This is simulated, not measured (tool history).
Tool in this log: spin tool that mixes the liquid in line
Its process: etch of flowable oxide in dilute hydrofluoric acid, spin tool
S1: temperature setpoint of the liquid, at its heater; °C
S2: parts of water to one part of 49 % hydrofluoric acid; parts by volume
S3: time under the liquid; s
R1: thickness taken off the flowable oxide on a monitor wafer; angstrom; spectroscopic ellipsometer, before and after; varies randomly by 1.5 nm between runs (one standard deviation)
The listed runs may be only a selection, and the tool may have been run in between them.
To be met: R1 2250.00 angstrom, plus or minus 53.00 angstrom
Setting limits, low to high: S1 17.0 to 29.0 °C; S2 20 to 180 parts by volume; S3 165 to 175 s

Run 1, hour 0.0: S1 21.0 °C, S2 100 parts by volume, S3 165 s. Result: R1 593.30 angstrom.
Run 2, hour 2.6: S1 23.5 °C, S2 100 parts by volume, S3 165 s. Result: R1 661.03 angstrom.
Run 3, hour 10.8: S1 26.0 °C, S2 100 parts by volume, S3 165 s. Result: R1 723.39 angstrom.
Run 4, hour 19.3: S1 26.0 °C, S2 100 parts by volume, S3 175 s. Result: R1 775.31 angstrom.
Run 5, hour 24.1: S1 26.0 °C, S2 75 parts by volume, S3 175 s. Result: R1 1066.20 angstrom.
Run 6, hour 25.3: S1 24.0 °C, S2 75 parts by volume, S3 175 s. Result: R1 966.85 angstrom.
Run 7, hour 27.3: S1 25.0 °C, S2 65 parts by volume, S3 175 s. Result: R1 1175.40 angstrom.
Run 8, hour 29.2: S1 25.5 °C, S2 60 parts by volume, S3 175 s. Result: R1 1317.90 angstrom.

Exercise: of the 4 proposed moves below, exactly one satisfies all targets within the stated allowed misses. Which move is it?
Run A, hour 31.1: S1 27.5 °C, S2 40 parts by volume, S3 170 s. Result: R1 ?.
Run B, hour 31.1: S1 26.5 °C, S2 40 parts by volume, S3 175 s. Result: R1 ?.
Run C, hour 31.1: S1 23.0 °C, S2 35 parts by volume, S3 175 s. Result: R1 ?.
Run D, hour 31.1: S1 28.5 °C, S2 40 parts by volume, S3 170 s. Result: R1 ?.

move       R1
   A  2133.70
   B  2109.10
   C  2100.10
   D  2221.30
A: closer than the last run, but not yet in spec
B: closer than the last run, but not yet in spec
C: closer than the last run, but not yet in spec
D: hits every target within its allowed miss
So the answer is move D, the one that meets all the targets.
